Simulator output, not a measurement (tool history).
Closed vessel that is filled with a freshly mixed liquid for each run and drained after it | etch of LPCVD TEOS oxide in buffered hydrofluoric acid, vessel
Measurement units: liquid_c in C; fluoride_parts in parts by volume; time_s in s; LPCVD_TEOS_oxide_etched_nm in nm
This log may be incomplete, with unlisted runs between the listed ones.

{"run": 1, "hour": 0.0, "liquid_c": 22.0, "fluoride_parts": 17.5, "time_s": 85, "LPCVD_TEOS_oxide_etched_nm": 101.24}
{"run": 2, "hour": 5.4, "liquid_c": 20.5, "fluoride_parts": 18.5, "time_s": 85, "LPCVD_TEOS_oxide_etched_nm": 88.109}
{"run": 3, "hour": 12.6, "liquid_c": 17.5, "fluoride_parts": 18.5, "time_s": 85, "LPCVD_TEOS_oxide_etched_nm": 75.624}
{"run": 4, "hour": 19.4, "liquid_c": 17.5, "fluoride_parts": 18.5, "time_s": 95, "LPCVD_TEOS_oxide_etched_nm": 84.021}
{"hour": 21.5, "done": "hydrofluoric acid flow meter replaced"}
{"run": 5, "hour": 21.5, "liquid_c": 17.5, "fluoride_parts": 22.0, "time_s": 95, "LPCVD_TEOS_oxide_etched_nm": 82.683}
{"run": 6, "hour": 25.9, "liquid_c": 19.0, "fluoride_parts": 22.0, "time_s": 95, "LPCVD_TEOS_oxide_etched_nm": 88.699}
{"run": 7, "hour": 26.5, "liquid_c": 18.5, "fluoride_parts": 23.5, "time_s": 95, "LPCVD_TEOS_oxide_etched_nm": 82.92}
{"run": 8, "hour": 30.8, "liquid_c": 18.0, "fluoride_parts": 24.5, "time_s": 95, "LPCVD_TEOS_oxide_etched_nm": 77.439}
{"run": 9, "hour": 38.0, "liquid_c": 17.5, "fluoride_parts": 25.5, "time_s": 95, "LPCVD_TEOS_oxide_etched_nm": 74.296}

What does the tool deliver on the next run?
{"run": 10, "hour": 43.0, "liquid_c": 17.5, "fluoride_parts": 26.0, "time_s": 95, "LPCVD_TEOS_oxide_etched_nm": "?"}

{"run 10": {"LPCVD_TEOS_oxide_etched_nm": 72.186}}

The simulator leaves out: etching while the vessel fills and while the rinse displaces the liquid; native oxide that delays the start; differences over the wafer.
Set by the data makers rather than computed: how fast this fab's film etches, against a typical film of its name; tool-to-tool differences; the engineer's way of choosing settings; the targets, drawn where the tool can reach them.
